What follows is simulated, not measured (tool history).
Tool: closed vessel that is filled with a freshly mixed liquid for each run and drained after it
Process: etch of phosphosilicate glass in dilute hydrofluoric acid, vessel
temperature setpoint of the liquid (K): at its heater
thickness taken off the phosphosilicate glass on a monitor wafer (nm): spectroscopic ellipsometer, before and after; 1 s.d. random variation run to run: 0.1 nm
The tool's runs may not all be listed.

run	day	temperature setpoint of the liquid (K)	parts of water to one part of 49 % hydrofluoric acid (parts by volume)	time in the liquid (s)	thickness taken off the phosphosilicate glass on a monitor wafer (nm)
1	0	297.15	300	90	31.824
2	0.021	295.15	330	90	26.369
3	0.242	293.65	350	90	23.169
4	0.433	295.15	350	90	24.43
5	0.462	297.15	350	90	26.591
6	0.783	297.15	290	90	33.789

Forecast run 7:
7	0.962	295.15	325	90	?

Run 7 yielded thickness taken off the phosphosilicate glass on a monitor wafer (nm) 26.894.
